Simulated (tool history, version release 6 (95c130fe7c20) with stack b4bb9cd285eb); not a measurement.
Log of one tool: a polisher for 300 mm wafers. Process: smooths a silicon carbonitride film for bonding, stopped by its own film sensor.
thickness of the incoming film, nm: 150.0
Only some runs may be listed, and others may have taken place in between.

run    day  flow of slurry (ml/min)  pressure of the wafer on the pad (psi)  speed of the pad under the wafer (m/s)  abrasive content of the slurry  target thickness at which the film sensor stops the polish (Å)  time until the film sensor stopped the polish (s)
  1      0                      185                                     1.8                                    0.96                               1                                                            1380                                              54.54
  2  0.129                      185                                     1.8                                    0.96                            1.15                                                            1380                                             49.972
  3  0.312                      185                                     1.8                                    0.96                            1.15                                                            1390                                             45.847
  4  0.596                      185                                     1.6                                    0.96                            1.15                                                            1390                                             50.998
  5   0.95                      180                                     1.4                                    0.96                            1.15                                                            1390                                             58.484
  6  1.038                      180                                     1.4                                    1.08                            1.15                                                            1390                                             53.549
  7  1.371                      175                                     1.3                                    1.08                            1.15                                                            1390                                             56.605

Forecast run 8:
  8  1.592                      170                                     1.2                                    1.08                            1.15                                                            1390                                                  ?

{"run 8": {"time until the film sensor stopped the polish (s)": 61.083}}

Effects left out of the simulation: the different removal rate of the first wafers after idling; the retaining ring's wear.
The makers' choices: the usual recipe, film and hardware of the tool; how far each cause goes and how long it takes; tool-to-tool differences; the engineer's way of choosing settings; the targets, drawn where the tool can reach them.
